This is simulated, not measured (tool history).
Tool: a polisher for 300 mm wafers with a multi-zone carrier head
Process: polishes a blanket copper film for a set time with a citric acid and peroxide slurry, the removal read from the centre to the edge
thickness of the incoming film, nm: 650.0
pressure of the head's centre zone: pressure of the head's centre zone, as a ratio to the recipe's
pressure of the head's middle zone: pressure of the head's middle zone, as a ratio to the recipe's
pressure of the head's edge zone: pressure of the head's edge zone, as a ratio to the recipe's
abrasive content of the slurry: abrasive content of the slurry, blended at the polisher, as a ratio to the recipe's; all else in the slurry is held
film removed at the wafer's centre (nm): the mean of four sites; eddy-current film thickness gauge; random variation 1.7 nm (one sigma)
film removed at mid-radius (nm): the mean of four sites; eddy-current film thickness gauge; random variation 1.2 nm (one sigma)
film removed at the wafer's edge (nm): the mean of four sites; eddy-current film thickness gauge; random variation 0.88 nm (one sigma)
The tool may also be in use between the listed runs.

run	hour	flow of slurry (ml/min)	pressure of the head's centre zone	pressure of the head's middle zone	pressure of the head's edge zone	abrasive content of the slurry	polishing time (s)	film removed at the wafer's centre (nm)	film removed at mid-radius (nm)	film removed at the wafer's edge (nm)
1	0	130	1	1	1	1	44	115.8	110.15	112.05
2	2.6	140	1	0.99	1.04	1.1	44	117.9	112.55	118.47
3	7.7	150	1.02	0.99	1.07	1.15	44	126.91	118.44	122.22
4	8.4	150	1.07	0.99	1.07	1.15	44	127.89	116.22	122.54
5	10	150	1.07	0.9	1.07	1.15	44	127.2	105.99	123.2
6	10.9	180	1.07	0.9	1.07	1.15	44	132.79	111.58	126.53
7	19.6	180	1.07	0.9	1.07	1.15	44	133.97	111.3	125.1
8	28.6	180	1.06	0.91	1.09	1.2	44	135.01	114.88	128.8
9	35.5	180	1.05	0.91	1.11	1.25	44	134.09	114.11	129.88
10	37.7	180	1.04	0.92	1.13	1.3	44	133.86	116.56	134.07
11	43.5	200	1.05	0.96	1.18	1.35	44	136.82	122.29	138.87
# hour 47.8: worn pad replaced by a new one
12	47.8	200	1.05	0.96	1.18	1.4	44	162.36	137.6	157.52
13	51.6	190	1.04	0.96	1.17	1.4	44	157.48	136.8	155.88
14	57.9	190	1.03	0.95	1.16	1.4	44	153.17	139.1	153.74
15	64.7	185	1.03	0.95	1.16	1.4	44	154.64	137.86	154.76

Run 16 comes next. What will it give?
16	70.4	185	1.03	0.95	1.16	1.35	44	?	?	?

Run 16 gave film removed at the wafer's centre (nm) 149.72, film removed at mid-radius (nm) 134.17, film removed at the wafer's edge (nm) 152.88.
